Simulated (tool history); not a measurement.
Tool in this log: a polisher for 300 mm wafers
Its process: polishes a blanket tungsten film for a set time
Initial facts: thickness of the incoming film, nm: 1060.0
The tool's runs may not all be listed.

run  hour  flow of slurry (ml/min)  pressure of the wafer on the pad (psi)  speed of the pad under the wafer (cm/s)  abrasive content of the slurry  polishing time (s)  film removed (nm)
  1   0.0                      240                                     4.6                                       90                            1.00                  50             283.45
  2   2.0                      210                                     4.6                                       90                            1.00                  50             275.79
  3   9.6                      210                                     4.6                                       90                            1.20                  50             287.62
  4  14.7                      210                                     5.5                                       90                            1.20                  50             345.02
  5  20.0                      210                                     5.5                                       90                            1.35                  50             354.07
  6  28.0                      170                                     5.5                                       90                            1.35                  50             334.11
  7  36.6                      165                                     4.9                                       90                            1.35                  50             298.84
  8  40.0                      160                                     4.4                                       90                            1.35                  50             274.70

Run 9 has not been measured yet. What should we expect?
  9  44.9                      155                                     3.9                                       90                            1.35                  50                  ?

{"run 9": {"film removed (nm)": 237.13}}

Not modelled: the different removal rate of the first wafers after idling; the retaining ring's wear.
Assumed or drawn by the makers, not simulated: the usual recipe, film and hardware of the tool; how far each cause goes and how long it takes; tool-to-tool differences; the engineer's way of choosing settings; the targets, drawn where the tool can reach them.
